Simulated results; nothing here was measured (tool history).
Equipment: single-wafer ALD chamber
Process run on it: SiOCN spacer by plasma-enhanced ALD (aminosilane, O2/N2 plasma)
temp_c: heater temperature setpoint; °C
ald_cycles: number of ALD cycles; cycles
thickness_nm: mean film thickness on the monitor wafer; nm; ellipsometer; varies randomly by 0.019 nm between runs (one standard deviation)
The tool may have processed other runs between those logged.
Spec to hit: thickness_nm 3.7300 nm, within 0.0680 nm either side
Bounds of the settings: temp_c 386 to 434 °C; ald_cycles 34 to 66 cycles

run	hour	temp_c	ald_cycles	thickness_nm
1	0.0	410	50	3.1196
2	8.2	408	51	3.2153
3	16.8	406	52	3.3043
4	19.3	406	55	3.4422
5	20.7	404	55	3.4801
6	26.3	398	55	3.5467
7	35.2	397	55	3.5024
8	39.2	397	56	3.5977
9	39.8	396	56	3.5955

Exercise: of the 4 proposed moves below, exactly one satisfies all targets within the stated allowed misses. Which move is it?
A	40.4	400	55	?
B	40.4	408	55	?
C	40.4	395	55	?
D	40.4	392	58	?

move	thickness_nm
A	3.4828
B	3.4080
C	3.4941
D	3.6847
A: the biggest miss grows against the last run
B: the biggest miss grows against the last run
C: the biggest miss grows against the last run
D: every result within its allowed miss
So the answer is move D, the one that meets all the targets.
